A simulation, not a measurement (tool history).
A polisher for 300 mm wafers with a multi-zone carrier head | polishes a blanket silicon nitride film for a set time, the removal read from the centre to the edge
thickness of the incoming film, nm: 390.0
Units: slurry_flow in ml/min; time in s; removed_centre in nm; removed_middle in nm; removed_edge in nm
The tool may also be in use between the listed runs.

run  hour  slurry_flow  centre_zone  middle_zone  edge_zone  time  removed_centre  removed_middle  removed_edge
  1     0          130            1            1          1    79          141.02          140.66        134.62
  2     2          120         0.98         0.99       0.99    79          134.51          138.94        132.26
  3     4          120         0.98         0.99       0.91    79          132.08          137.63        128.33
  4  12.9          120         0.98         0.99       0.91    65          112.54          112.16        104.79
  5    14          130         0.96         0.99       0.95    66          111.35          117.34        109.66
  6  19.2          130         0.96         0.99       1.01    66          112.03          117.68        113.47
  7  23.3          135         0.96         0.99       1.03    66          115.79          117.52        116.19
  8  29.9          140         0.95         0.99       1.04    66          115.24          120.19        119.73

The next listed run, before its measurement:
  9  30.9          155         0.94         0.99       1.06    66               ?               ?             ?

Run 9 gave removed_centre 114.52 nm, removed_middle 122.55 nm, removed_edge 121.88 nm.
